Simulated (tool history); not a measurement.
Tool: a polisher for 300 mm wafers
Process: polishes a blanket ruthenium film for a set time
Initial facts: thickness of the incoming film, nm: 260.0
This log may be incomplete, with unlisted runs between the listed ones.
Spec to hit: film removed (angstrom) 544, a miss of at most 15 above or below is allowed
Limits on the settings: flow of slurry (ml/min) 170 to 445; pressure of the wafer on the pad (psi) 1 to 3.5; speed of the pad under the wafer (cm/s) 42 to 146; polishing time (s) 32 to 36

run	hour	flow of slurry (ml/min)	pressure of the wafer on the pad (psi)	speed of the pad under the wafer (cm/s)	polishing time (s)	film removed (angstrom)
1	0	285	2.2	94	36	396.88
2	3.1	285	1.9	94	36	365.74
3	7.8	285	2.1	94	36	389.38
4	13.6	285	2.1	94	36	389.36
5	16.4	285	2.2	94	36	400.3
6	24.8	285	2.2	94	36	398.35
7	27.1	285	2.3	94	36	408.29
8	29.6	295	2.9	94	36	481.91
9	33.2	295	2.9	94	36	481.42
10	36.3	295	3	94	36	491.31
11	45.1	295	3.1	94	36	497.57

Pick the move, out of 4, that brings all results within their allowed miss; only one does.
A	53.9	305	3	86	35	?
B	53.9	310	3.4	96	36	?
C	53.9	325	3.2	82	36	?
D	53.9	325	3.1	100	32	?

move	film removed (angstrom)
A	440.35
B	549.52
C	455.68
D	477.27
A: further off than the last run
B: in spec on every target
C: further off than the last run
D: further off than the last run
Answer: B
